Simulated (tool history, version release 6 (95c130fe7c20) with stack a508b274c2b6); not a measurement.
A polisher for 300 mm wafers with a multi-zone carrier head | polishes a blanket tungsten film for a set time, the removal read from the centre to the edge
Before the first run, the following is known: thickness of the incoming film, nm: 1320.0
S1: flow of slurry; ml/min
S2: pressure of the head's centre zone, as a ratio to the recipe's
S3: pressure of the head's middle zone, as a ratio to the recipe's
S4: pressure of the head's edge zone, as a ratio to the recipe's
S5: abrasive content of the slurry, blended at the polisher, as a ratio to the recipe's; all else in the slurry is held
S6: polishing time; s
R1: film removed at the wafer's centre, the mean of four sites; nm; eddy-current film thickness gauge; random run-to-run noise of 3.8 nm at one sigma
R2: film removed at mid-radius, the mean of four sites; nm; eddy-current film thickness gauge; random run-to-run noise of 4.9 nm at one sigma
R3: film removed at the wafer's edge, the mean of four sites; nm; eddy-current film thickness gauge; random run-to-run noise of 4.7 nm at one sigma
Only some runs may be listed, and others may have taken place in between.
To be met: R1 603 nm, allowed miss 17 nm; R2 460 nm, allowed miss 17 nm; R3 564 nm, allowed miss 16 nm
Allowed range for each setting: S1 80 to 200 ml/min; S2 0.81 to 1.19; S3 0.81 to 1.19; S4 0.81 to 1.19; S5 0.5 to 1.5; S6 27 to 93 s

{"run": 1, "day": 0.0, "S1": 130, "S2": 1, "S3": 1, "S4": 1, "S5": 1, "S6": 59, "R1": 537.75, "R2": 537.72, "R3": 525.83}
{"run": 2, "day": 0.304, "S1": 150, "S2": 1, "S3": 1, "S4": 1, "S5": 1, "S6": 59, "R1": 556.52, "R2": 550.3, "R3": 542.08}
{"run": 3, "day": 0.529, "S1": 150, "S2": 1, "S3": 1.05, "S4": 1, "S5": 1, "S6": 59, "R1": 562.31, "R2": 585.52, "R3": 540.46}
{"run": 4, "day": 0.738, "S1": 150, "S2": 1, "S3": 1.05, "S4": 0.92, "S5": 1, "S6": 59, "R1": 559.04, "R2": 586.86, "R3": 525.28}
{"run": 5, "day": 0.892, "S1": 150, "S2": 1.02, "S3": 0.98, "S4": 0.95, "S5": 1, "S6": 59, "R1": 566.98, "R2": 541.01, "R3": 524.83}
{"run": 6, "day": 1.138, "S1": 150, "S2": 1.03, "S3": 0.93, "S4": 0.99, "S5": 1, "S6": 59, "R1": 569.14, "R2": 517.84, "R3": 537.68}
{"run": 7, "day": 1.362, "S1": 150, "S2": 1.05, "S3": 0.9, "S4": 1.02, "S5": 1, "S6": 59, "R1": 580.13, "R2": 501.02, "R3": 545.24}
{"run": 8, "day": 1.658, "S1": 150, "S2": 1.06, "S3": 0.87, "S4": 1.04, "S5": 1, "S6": 59, "R1": 588.61, "R2": 496.33, "R3": 553.78}
{"run": 9, "day": 1.821, "S1": 150, "S2": 1.08, "S3": 0.85, "S4": 1.07, "S5": 0.95, "S6": 59, "R1": 591.92, "R2": 477.08, "R3": 552.37}

Which of these 4 next moves meets every target?
{"run": "A", "day": 1.983, "S1": 160, "S2": 1.15, "S3": 0.95, "S4": 1.04, "S5": 0.9, "S6": 57, "R1": "?", "R2": "?", "R3": "?"}
{"run": "B", "day": 1.983, "S1": 145, "S2": 1.18, "S3": 0.82, "S4": 1.08, "S5": 1, "S6": 58, "R1": "?", "R2": "?", "R3": "?"}
{"run": "C", "day": 1.983, "S1": 155, "S2": 1.04, "S3": 0.97, "S4": 0.96, "S5": 1.15, "S6": 57, "R1": "?", "R2": "?", "R3": "?"}
{"run": "D", "day": 1.983, "S1": 135, "S2": 1.11, "S3": 0.82, "S4": 1.12, "S5": 0.8, "S6": 63, "R1": "?", "R2": "?", "R3": "?"}

move=A R1=611.72 R2=505.26 R3=519.61
move=B R1=644.02 R2=460.36 R3=548.23
move=C R1=588.18 R2=547.76 R3=533.72
move=D R1=607.96 R2=463.21 R3=563.57
A: the biggest miss grows against the last run
B: meets the target for the result that was furthest off, but another lies outside its allowed miss
C: the biggest miss grows against the last run
D: meets every target
So the answer is move D, the one that meets all the targets.
